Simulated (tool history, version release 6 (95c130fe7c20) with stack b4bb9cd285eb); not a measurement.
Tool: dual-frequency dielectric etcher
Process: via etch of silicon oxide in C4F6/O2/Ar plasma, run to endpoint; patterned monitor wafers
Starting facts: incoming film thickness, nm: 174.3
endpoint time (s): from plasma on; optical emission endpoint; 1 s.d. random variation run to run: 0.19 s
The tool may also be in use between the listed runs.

run    day  bias power (W)  source power (W)  Ar flow (sccm)  endpoint time (s)
  1  0.000             514               340             341             40.043
  2  0.358             599               340             341             37.981
  3  0.479             548               330             343             39.642
  4  0.525             548               310             343             40.134
  5  0.692             507               300             345             41.886
  6  1.000             417               300             345             44.906
  7  1.071             408               300             345             45.058

Forecast run 8:
  8  1.421             400               300             345                  ?

{"run 8": {"endpoint time (s)": 46.023}}
